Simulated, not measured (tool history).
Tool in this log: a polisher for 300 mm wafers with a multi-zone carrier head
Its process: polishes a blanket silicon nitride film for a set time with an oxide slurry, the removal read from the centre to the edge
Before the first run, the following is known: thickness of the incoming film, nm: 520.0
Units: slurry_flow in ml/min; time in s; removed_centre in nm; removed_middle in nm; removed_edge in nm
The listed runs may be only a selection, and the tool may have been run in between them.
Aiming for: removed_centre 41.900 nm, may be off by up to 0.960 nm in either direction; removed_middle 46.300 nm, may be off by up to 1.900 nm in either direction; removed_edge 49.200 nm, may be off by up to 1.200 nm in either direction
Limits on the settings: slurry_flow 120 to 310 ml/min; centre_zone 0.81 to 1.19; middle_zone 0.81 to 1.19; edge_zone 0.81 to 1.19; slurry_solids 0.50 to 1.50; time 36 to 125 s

run,hour,slurry_flow,centre_zone,middle_zone,edge_zone,slurry_solids,time,removed_centre,removed_middle,removed_edge
1,0.0,200,1.00,1.00,1.00,1.00,80,33.664,34.829,35.144
2,6.8,200,1.00,1.00,1.00,0.90,80,32.036,33.833,32.973
3,10.0,205,1.00,1.02,1.02,1.00,80,33.780,35.620,35.275
4,16.1,205,0.99,1.03,1.04,1.05,80,34.823,38.034,36.187
# hour 17.9: slurry nozzle cleaned
5,17.9,205,0.98,1.01,1.06,1.10,80,38.799,40.672,40.313
6,19.2,210,0.96,1.00,1.07,1.10,80,37.989,40.031,40.498
7,27.4,215,0.94,1.00,1.09,1.10,80,37.121,40.823,40.423
8,31.9,215,0.93,0.99,1.10,1.10,80,36.562,40.365,41.122

Consider the 4 candidate settings below. Which is the only one whose results all fall within their allowed miss of target?
A,36.4,125,0.94,1.00,1.19,1.45,90,?,?,?
B,36.4,205,0.86,0.90,1.15,1.05,101,?,?,?
C,36.4,135,0.97,0.90,1.17,1.25,90,?,?,?
D,36.4,150,0.81,0.81,1.18,1.15,102,?,?,?

move,removed_centre,removed_middle,removed_edge
A,42.332,45.396,49.575
B,42.226,45.095,51.331
C,42.022,40.140,47.063
D,39.301,41.499,52.477
A: hits every target within its allowed miss
B: pushes the last run's worst result past its target
C: nearer the targets than the last run, but a result is still out of spec
D: pushes the last run's worst result past its target
The right move is A.
